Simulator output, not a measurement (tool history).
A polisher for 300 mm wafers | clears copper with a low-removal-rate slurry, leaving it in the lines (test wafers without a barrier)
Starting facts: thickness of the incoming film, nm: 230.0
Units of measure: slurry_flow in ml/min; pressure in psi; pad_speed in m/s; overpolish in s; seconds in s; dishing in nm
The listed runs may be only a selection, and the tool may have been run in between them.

| run | hour | slurry_flow | pressure | pad_speed | slurry_solids | overpolish | seconds | dishing |
|---|---|---|---|---|---|---|---|---|
| 1 | 0 | 305 | 2.2 | 0.9 | 1 | 26 | 117.42 | 17.293 |
| 2 | 3 | 305 | 2.1 | 0.88 | 1 | 24 | 123.38 | 16.101 |
| 3 | 11 | 305 | 2.1 | 0.88 | 1 | 30 | 122.78 | 17.482 |
| 4 | 19.4 | 310 | 2 | 0.86 | 1.05 | 27 | 124.71 | 16.284 |
| 5 | 22.5 | 310 | 1.9 | 0.82 | 1.05 | 25 | 139.79 | 15.659 |
|  | 24.5 | slurry nozzle cleaned |
| 6 | 24.5 | 250 | 1.9 | 0.82 | 1.05 | 25 | 142.11 | 15.511 |

Forecast run 7:
| 7 | 25.7 | 185 | 1.3 | 0.78 | 1.1 | 12 | ? | ? |

Run 7 measured seconds 194.04 s, dishing 8.2893 nm.

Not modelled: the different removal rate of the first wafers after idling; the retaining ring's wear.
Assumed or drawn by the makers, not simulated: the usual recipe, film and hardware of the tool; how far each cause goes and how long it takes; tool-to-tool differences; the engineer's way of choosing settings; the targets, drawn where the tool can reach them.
